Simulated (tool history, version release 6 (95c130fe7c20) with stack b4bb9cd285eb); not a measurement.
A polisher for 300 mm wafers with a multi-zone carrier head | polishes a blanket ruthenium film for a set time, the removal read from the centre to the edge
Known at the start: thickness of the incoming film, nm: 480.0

| run | hour | flow of slurry (ml/min) | pressure of the head's centre zone | pressure of the head's middle zone | pressure of the head's edge zone | polishing time (s) | film removed at the wafer's centre (nm) | film removed at mid-radius (nm) | film removed at the wafer's edge (nm) |
|---|---|---|---|---|---|---|---|---|---|
| 1 | 0.0 | 295 | 1.00 | 1.00 | 1.00 | 30 | 44.133 | 43.519 | 43.652 |
| 2 | 1.1 | 290 | 0.99 | 1.00 | 0.98 | 30 | 42.845 | 43.500 | 42.184 |
| 3 | 5.1 | 235 | 0.99 | 1.00 | 0.98 | 30 | 40.463 | 42.064 | 42.038 |
| 4 | 10.7 | 235 | 0.99 | 1.00 | 0.95 | 30 | 40.978 | 41.759 | 41.152 |
| 5 | 16.7 | 235 | 0.99 | 1.00 | 0.95 | 33 | 44.919 | 45.753 | 45.253 |
|  | 21.1 | slurry nozzle cleaned |
| 6 | 21.1 | 235 | 0.99 | 1.00 | 0.91 | 33 | 48.891 | 49.233 | 46.548 |
| 7 | 26.4 | 240 | 0.98 | 1.01 | 0.91 | 32 | 47.662 | 47.875 | 44.895 |
| 8 | 33.2 | 240 | 0.97 | 1.01 | 0.91 | 31 | 45.575 | 47.055 | 44.605 |
| 9 | 34.4 | 240 | 0.98 | 1.03 | 0.92 | 31 | 44.917 | 47.818 | 44.281 |
| 10 | 42.7 | 240 | 0.98 | 1.03 | 0.92 | 30 | 44.264 | 45.736 | 43.227 |
| 11 | 46.5 | 240 | 0.98 | 1.03 | 0.92 | 30 | 43.735 | 45.829 | 42.767 |

The next listed run, before its measurement:
| 12 | 52.1 | 240 | 0.98 | 1.04 | 0.92 | 30 | ? | ? | ? |

film removed at the wafer's centre (nm): 44.233
film removed at mid-radius (nm): 46.277
film removed at the wafer's edge (nm): 42.829
